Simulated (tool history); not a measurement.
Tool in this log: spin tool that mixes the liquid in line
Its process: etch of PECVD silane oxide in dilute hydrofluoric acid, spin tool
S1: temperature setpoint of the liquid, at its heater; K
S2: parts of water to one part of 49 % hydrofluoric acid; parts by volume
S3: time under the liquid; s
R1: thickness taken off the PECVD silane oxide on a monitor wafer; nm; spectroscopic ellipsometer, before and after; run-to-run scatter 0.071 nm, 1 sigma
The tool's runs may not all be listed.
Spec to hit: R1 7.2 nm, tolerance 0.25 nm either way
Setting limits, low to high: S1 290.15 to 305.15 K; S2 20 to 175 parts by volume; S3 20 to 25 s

{"run": 1, "hour": 0.0, "S1": 297.15, "S2": 95, "S3": 25, "R1": 9.2431}
{"run": 2, "hour": 5.0, "S1": 299.15, "S2": 95, "S3": 25, "R1": 9.7066}
{"run": 3, "hour": 5.7, "S1": 301.65, "S2": 95, "S3": 25, "R1": 10.862}
{"run": 4, "hour": 13.8, "S1": 298.65, "S2": 95, "S3": 25, "R1": 9.8413}
{"run": 5, "hour": 19.0, "S1": 298.65, "S2": 85, "S3": 25, "R1": 10.793}
{"run": 6, "hour": 19.5, "S1": 296.65, "S2": 90, "S3": 25, "R1": 9.3878}
{"run": 7, "hour": 26.0, "S1": 295.15, "S2": 90, "S3": 25, "R1": 8.7452}
{"run": 8, "hour": 33.0, "S1": 294.15, "S2": 90, "S3": 25, "R1": 8.6216}
{"run": 9, "hour": 33.8, "S1": 290.65, "S2": 100, "S3": 25, "R1": 6.4772}
{"hour": 36.8, "done": "thermometer replaced"}
{"run": 10, "hour": 36.8, "S1": 293.15, "S2": 100, "S3": 25, "R1": 7.7395}
{"run": 11, "hour": 40.0, "S1": 292.65, "S2": 100, "S3": 25, "R1": 7.6323}
{"run": 12, "hour": 45.4, "S1": 292.15, "S2": 100, "S3": 25, "R1": 7.5643}

Which of these 4 next moves meets every target?
{"run": "A", "hour": 50.8, "S1": 291.15, "S2": 95, "S3": 25, "R1": "?"}
{"run": "B", "hour": 50.8, "S1": 292.15, "S2": 80, "S3": 20, "R1": "?"}
{"run": "C", "hour": 50.8, "S1": 290.65, "S2": 80, "S3": 20, "R1": "?"}
{"run": "D", "hour": 50.8, "S1": 295.65, "S2": 90, "S3": 20, "R1": "?"}

move=A R1=7.619
move=B R1=7.6736
move=C R1=7.2025
move=D R1=7.7881
A: the biggest miss grows against the last run
B: the biggest miss grows against the last run
C: meets every target
D: the biggest miss grows against the last run
C is the move that brings every result within its allowed miss.

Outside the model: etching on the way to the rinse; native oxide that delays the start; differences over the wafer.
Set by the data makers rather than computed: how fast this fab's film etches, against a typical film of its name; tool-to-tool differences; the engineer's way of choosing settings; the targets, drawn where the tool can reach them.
